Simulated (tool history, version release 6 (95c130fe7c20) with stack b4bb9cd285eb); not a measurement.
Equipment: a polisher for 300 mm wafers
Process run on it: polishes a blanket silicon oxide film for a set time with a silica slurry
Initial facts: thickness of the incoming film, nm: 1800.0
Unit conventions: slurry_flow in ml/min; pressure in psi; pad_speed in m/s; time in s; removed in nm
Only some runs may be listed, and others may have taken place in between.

run	day	slurry_flow	pressure	pad_speed	slurry_solids	time	removed
1	0	295	2.6	1.4	1	23	47.558
2	0.288	295	2.8	1.4	1	23	49.533
3	0.429	295	3	1.4	1	23	53.54
4	0.65	295	2.5	1.4	1	23	46.099
5	0.675	295	2.5	1.62	1	23	50.526
6	0.771	295	2.5	1.62	1	20	44.947
7	1.125	295	2.7	1.62	1	20	46.813

Expected results for the next run?
8	1.221	295	2.9	1.64	1	20	?

removed: 51.157 nm
